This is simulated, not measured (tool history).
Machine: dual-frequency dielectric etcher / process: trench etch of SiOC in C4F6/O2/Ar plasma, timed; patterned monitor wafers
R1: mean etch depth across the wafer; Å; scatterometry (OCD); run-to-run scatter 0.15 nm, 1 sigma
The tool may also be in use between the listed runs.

run 1 hour=0 | source_power_(kW)=0.47 bias_power_(kW)=0.17 etch_time_(s)=17 | R1=324.54
run 2 hour=4.2 | source_power_(kW)=0.51 bias_power_(kW)=0.172 etch_time_(s)=17 | R1=337
run 3 hour=6.1 | source_power_(kW)=0.51 bias_power_(kW)=0.172 etch_time_(s)=17 | R1=337.05
run 4 hour=7.2 | source_power_(kW)=0.54 bias_power_(kW)=0.174 etch_time_(s)=17 | R1=349.31
run 5 hour=8.2 | source_power_(kW)=0.54 bias_power_(kW)=0.174 etch_time_(s)=17 | R1=346.77
run 6 hour=14.1 | source_power_(kW)=0.56 bias_power_(kW)=0.175 etch_time_(s)=17 | R1=352.67

What does the tool deliver on the next run?
run 7 hour=15.8 | source_power_(kW)=0.58 bias_power_(kW)=0.176 etch_time_(s)=17 | R1=?

{"run 7": {"R1": 360.37}}

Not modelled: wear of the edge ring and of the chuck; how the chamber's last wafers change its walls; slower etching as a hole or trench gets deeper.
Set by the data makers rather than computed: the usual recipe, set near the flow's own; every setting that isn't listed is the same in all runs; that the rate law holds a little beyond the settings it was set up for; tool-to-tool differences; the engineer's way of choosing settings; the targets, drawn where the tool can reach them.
